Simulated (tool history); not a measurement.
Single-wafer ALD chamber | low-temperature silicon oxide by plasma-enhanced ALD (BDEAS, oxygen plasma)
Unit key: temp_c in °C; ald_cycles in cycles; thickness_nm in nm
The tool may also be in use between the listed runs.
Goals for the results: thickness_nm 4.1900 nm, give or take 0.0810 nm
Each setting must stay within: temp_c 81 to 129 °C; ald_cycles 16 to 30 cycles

| run | hour | temp_c | ald_cycles | thickness_nm |
|---|---|---|---|---|
| 1 | 0.0 | 105 | 23 | 3.3117 |
| 2 | 0.8 | 95 | 23 | 3.4195 |
| 3 | 5.2 | 92 | 24 | 3.5650 |
| 4 | 8.5 | 92 | 27 | 4.0547 |
| 5 | 9.2 | 92 | 25 | 3.7290 |
| 6 | 10.3 | 82 | 25 | 3.9159 |
| 7 | 18.9 | 82 | 26 | 4.0407 |
| 8 | 26.3 | 81 | 26 | 4.0658 |

5 candidate next runs follow, results not yet known. Just one meets every target within its allowed miss. Identify it.
| A | 33.7 | 85 | 26 | ? |
| B | 33.7 | 84 | 26 | ? |
| C | 33.7 | 90 | 26 | ? |
| D | 33.7 | 82 | 27 | ? |
| E | 33.7 | 83 | 26 | ? |

| move | thickness_nm |
|---|---|
| A | 4.0052 |
| B | 4.0207 |
| C | 3.9277 |
| D | 4.2075 |
| E | 4.0361 |
A: lands further from the targets than the last run did
B: lands further from the targets than the last run did
C: lands further from the targets than the last run did
D: every result within its allowed miss
E: lands further from the targets than the last run did
D is the move that brings every result within its allowed miss.
